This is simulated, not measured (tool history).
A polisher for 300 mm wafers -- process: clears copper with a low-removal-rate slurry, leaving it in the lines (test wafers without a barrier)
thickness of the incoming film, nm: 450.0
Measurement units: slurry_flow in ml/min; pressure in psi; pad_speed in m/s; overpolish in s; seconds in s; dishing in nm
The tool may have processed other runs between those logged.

Run 1, hour 0.0: slurry_flow 305 ml/min, pressure 3.6 psi, pad_speed 1.26 m/s, slurry_solids 1.0, overpolish 9 s. Result: seconds 90.696 s, dishing 21.326 nm.
Run 2, hour 8.4: slurry_flow 305 ml/min, pressure 3.6 psi, pad_speed 1.26 m/s, slurry_solids 1.0, overpolish 6 s. Result: seconds 89.051 s, dishing 16.306 nm.
Run 3, hour 15.5: slurry_flow 305 ml/min, pressure 3.6 psi, pad_speed 0.98 m/s, slurry_solids 1.0, overpolish 6 s. Result: seconds 112.960 s, dishing 13.778 nm.
Run 4, hour 16.4: slurry_flow 305 ml/min, pressure 4.0 psi, pad_speed 1.08 m/s, slurry_solids 1.0, overpolish 7 s. Result: seconds 94.470 s, dishing 17.549 nm.
Run 5, hour 22.4: slurry_flow 305 ml/min, pressure 3.6 psi, pad_speed 1.08 m/s, slurry_solids 1.0, overpolish 7 s. Result: seconds 102.190 s, dishing 16.503 nm.
At hour 28.9: head pressure recalibrated.
Run 6, hour 28.9: slurry_flow 305 ml/min, pressure 4.1 psi, pad_speed 1.18 m/s, slurry_solids 1.0, overpolish 7 s. Result: seconds 76.274 s, dishing 19.696 nm.
Run 7, hour 37.0: slurry_flow 305 ml/min, pressure 5.1 psi, pad_speed 1.20 m/s, slurry_solids 1.0, overpolish 9 s. Result: seconds 60.740 s, dishing 25.519 nm.

Estimate the outcome of run 8 from the log above:
Run 8, hour 37.9: slurry_flow 305 ml/min, pressure 5.2 psi, pad_speed 1.22 m/s, slurry_solids 1.0, overpolish 9 s. Result: seconds ?, dishing ?.

Run 8 measured seconds 58.519 s, dishing 26.103 nm.
